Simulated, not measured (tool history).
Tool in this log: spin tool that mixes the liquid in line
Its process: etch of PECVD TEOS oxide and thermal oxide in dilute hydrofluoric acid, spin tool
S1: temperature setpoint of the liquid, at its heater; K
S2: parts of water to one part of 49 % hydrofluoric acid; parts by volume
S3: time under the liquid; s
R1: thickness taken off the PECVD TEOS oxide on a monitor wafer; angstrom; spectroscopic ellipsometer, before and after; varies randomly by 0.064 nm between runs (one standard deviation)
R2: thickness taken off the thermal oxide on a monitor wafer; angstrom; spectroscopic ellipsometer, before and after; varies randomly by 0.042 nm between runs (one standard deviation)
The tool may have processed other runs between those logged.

run,day,S1,S2,S3,R1,R2
1,0,298.15,70,105,196.96,78.311
2,0.1,298.15,80,105,168.13,66.976
3,0.171,298.15,100,105,131.9,52.376
4,0.196,297.65,100,105,128.15,52.057
5,0.504,297.65,100,125,153.8,61.569
6,0.808,296.15,100,125,145.01,57.766
7,0.996,295.15,100,125,138.63,56.625
8,1.033,294.65,100,125,136.25,54.396

Forecast run 9:
9,1.188,294.15,100,125,?,?

{"run 9": {"R1": 133.9, "R2": 52.767}}
